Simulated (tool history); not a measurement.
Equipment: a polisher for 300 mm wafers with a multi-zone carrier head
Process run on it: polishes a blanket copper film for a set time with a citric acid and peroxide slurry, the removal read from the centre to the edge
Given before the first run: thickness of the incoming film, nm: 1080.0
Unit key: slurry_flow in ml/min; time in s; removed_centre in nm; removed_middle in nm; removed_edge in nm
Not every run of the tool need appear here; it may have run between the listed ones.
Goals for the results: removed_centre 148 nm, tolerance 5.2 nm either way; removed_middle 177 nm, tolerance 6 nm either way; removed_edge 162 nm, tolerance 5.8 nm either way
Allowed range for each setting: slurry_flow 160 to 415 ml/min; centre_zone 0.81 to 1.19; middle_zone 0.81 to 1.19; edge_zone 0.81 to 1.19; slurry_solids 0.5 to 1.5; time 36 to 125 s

run 1 hour=0 | slurry_flow=265 centre_zone=1 middle_zone=1 edge_zone=1 slurry_solids=1 time=80 | removed_centre=253.2 removed_middle=258.4 removed_edge=256.72
run 2 hour=5 | slurry_flow=265 centre_zone=0.98 middle_zone=1 edge_zone=0.98 slurry_solids=0.9 time=77 | removed_centre=239.65 removed_middle=243.15 removed_edge=236.14
run 3 hour=9.9 | slurry_flow=265 centre_zone=0.98 middle_zone=1.06 edge_zone=0.98 slurry_solids=0.9 time=77 | removed_centre=241.89 removed_middle=253.79 removed_edge=238.87
run 4 hour=12.4 | slurry_flow=255 centre_zone=0.95 middle_zone=1.06 edge_zone=0.98 slurry_solids=0.85 time=74 | removed_centre=221 removed_middle=240.4 removed_edge=226.61
run 5 hour=20.7 | slurry_flow=255 centre_zone=0.95 middle_zone=1.09 edge_zone=0.98 slurry_solids=0.85 time=74 | removed_centre=221.37 removed_middle=241.9 removed_edge=225.09
run 6 hour=23.3 | slurry_flow=315 centre_zone=0.95 middle_zone=1.09 edge_zone=0.98 slurry_solids=0.85 time=74 | removed_centre=228.66 removed_middle=248.58 removed_edge=228.78
run 7 hour=25 | slurry_flow=305 centre_zone=0.93 middle_zone=1.09 edge_zone=0.97 slurry_solids=0.8 time=71 | removed_centre=212.8 removed_middle=232.81 removed_edge=218.56
run 8 hour=30.5 | slurry_flow=310 centre_zone=0.83 middle_zone=1.14 edge_zone=0.87 slurry_solids=0.55 time=50 | removed_centre=128.59 removed_middle=160.2 removed_edge=136.82
run 9 hour=36.5 | slurry_flow=315 centre_zone=0.84 middle_zone=1.14 edge_zone=0.9 slurry_solids=0.55 time=50 | removed_centre=130.62 removed_middle=160.94 removed_edge=140.34
run 10 hour=43.6 | slurry_flow=315 centre_zone=0.85 middle_zone=1.14 edge_zone=0.92 slurry_solids=0.55 time=50 | removed_centre=132.71 removed_middle=158.52 removed_edge=140.42
run 11 hour=47.7 | slurry_flow=335 centre_zone=0.84 middle_zone=1.17 edge_zone=1.02 slurry_solids=0.8 time=53 | removed_centre=147.6 removed_middle=186.89 removed_edge=168.92
run 12 hour=55.6 | slurry_flow=335 centre_zone=0.84 middle_zone=1.16 edge_zone=1.01 slurry_solids=0.8 time=53 | removed_centre=148.75 removed_middle=182.59 removed_edge=164.17
run 13 hour=57.1 | slurry_flow=335 centre_zone=0.84 middle_zone=1.15 edge_zone=1.01 slurry_solids=0.8 time=53 | removed_centre=150.28 removed_middle=185.69 removed_edge=165.05

Below are 4 possible settings for the next run. Only one of them brings all results inside the allowed miss of their targets. Which is it?
run A hour=58.6 | slurry_flow=315 centre_zone=0.83 middle_zone=1.19 edge_zone=0.9 slurry_solids=0.9 time=53 | removed_centre=? removed_middle=? removed_edge=?
run B hour=58.6 | slurry_flow=355 centre_zone=0.81 middle_zone=1.13 edge_zone=0.81 slurry_solids=1 time=55 | removed_centre=? removed_middle=? removed_edge=?
run C hour=58.6 | slurry_flow=415 centre_zone=0.87 middle_zone=1.14 edge_zone=1.02 slurry_solids=0.95 time=49 | removed_centre=? removed_middle=? removed_edge=?
run D hour=58.6 | slurry_flow=360 centre_zone=0.82 middle_zone=1.19 edge_zone=0.93 slurry_solids=1.05 time=51 | removed_centre=? removed_middle=? removed_edge=?

move=A removed_centre=147.58 removed_middle=191.65 removed_edge=160.44
move=B removed_centre=155.47 removed_middle=198.23 removed_edge=163.5
move=C removed_centre=146.1 removed_middle=178 removed_edge=161.95
move=D removed_centre=146.99 removed_middle=192.23 removed_edge=162.92
A: lands further from the targets than the last run did
B: lands further from the targets than the last run did
C: meets every target
D: lands further from the targets than the last run did
C meets every target.
